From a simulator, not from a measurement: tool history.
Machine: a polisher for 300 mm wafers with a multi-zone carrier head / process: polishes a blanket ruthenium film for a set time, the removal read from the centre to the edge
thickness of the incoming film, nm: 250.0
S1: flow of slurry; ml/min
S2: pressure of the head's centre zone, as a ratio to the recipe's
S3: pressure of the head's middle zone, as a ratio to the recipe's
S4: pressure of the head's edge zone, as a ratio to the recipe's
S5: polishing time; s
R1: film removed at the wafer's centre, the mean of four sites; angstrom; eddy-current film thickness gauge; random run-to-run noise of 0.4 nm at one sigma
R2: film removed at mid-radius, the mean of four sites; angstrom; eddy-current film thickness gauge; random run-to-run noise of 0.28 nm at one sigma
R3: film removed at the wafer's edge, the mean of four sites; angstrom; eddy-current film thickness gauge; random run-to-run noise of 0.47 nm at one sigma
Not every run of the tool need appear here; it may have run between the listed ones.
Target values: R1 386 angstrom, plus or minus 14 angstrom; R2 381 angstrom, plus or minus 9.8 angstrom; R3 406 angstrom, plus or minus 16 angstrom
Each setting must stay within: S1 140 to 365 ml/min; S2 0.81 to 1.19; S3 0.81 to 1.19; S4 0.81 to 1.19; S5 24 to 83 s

| run | hour | S1 | S2 | S3 | S4 | S5 | R1 | R2 | R3 |
|---|---|---|---|---|---|---|---|---|---|
| 1 | 0 | 235 | 1 | 1 | 1 | 53 | 684.31 | 699.01 | 737.73 |
| 2 | 5.1 | 285 | 1 | 1 | 1 | 53 | 711.27 | 716.01 | 750.37 |
| 3 | 10.5 | 280 | 0.99 | 0.98 | 0.97 | 48 | 640.08 | 647.93 | 664 |
| 4 | 12.7 | 280 | 0.99 | 1.05 | 0.97 | 48 | 634.08 | 683.06 | 665.1 |
| 5 | 14.3 | 270 | 0.98 | 1.01 | 0.96 | 44 | 567.03 | 600.24 | 617.91 |
| 6 | 22.2 | 270 | 0.98 | 1.05 | 0.96 | 44 | 576.15 | 617.71 | 600.61 |
| 7 | 27.9 | 265 | 0.98 | 1.03 | 0.94 | 41 | 535.81 | 563.69 | 557.87 |
| 8 | 32.7 | 255 | 0.97 | 1.01 | 0.92 | 39 | 497.51 | 529.68 | 523.04 |
| 9 | 41.6 | 245 | 0.97 | 0.98 | 0.9 | 38 | 489.1 | 505.59 | 510.19 |
| 10 | 43.4 | 240 | 0.96 | 0.96 | 0.89 | 37 | 470.39 | 483.1 | 484.68 |
| 11 | 51 | 230 | 0.95 | 0.93 | 0.88 | 36 | 452.67 | 458.3 | 462.34 |

Which one of the following 5 next-run settings gets every result inside its allowed miss? There is exactly one.
| A | 58.6 | 255 | 0.85 | 1.04 | 0.82 | 31 | ? | ? | ? |
| B | 58.6 | 180 | 0.92 | 0.95 | 0.82 | 34 | ? | ? | ? |
| C | 58.6 | 205 | 0.96 | 0.92 | 0.98 | 43 | ? | ? | ? |
| D | 58.6 | 200 | 0.91 | 0.91 | 0.93 | 34 | ? | ? | ? |
| E | 58.6 | 200 | 0.99 | 0.92 | 0.93 | 31 | ? | ? | ? |

| move | R1 | R2 | R3 |
|---|---|---|---|
| A | 371.08 | 429.7 | 391.95 |
| B | 403.09 | 424.19 | 413.58 |
| C | 537.23 | 538.77 | 570.35 |
| D | 408.55 | 421.85 | 440.23 |
| E | 393.42 | 386.85 | 401.35 |
A: gains on the last run, yet a result remains outside its allowed miss
B: gains on the last run, yet a result remains outside its allowed miss
C: further off than the last run
D: gains on the last run, yet a result remains outside its allowed miss
E: in spec on every target
The move that meets every target is E.
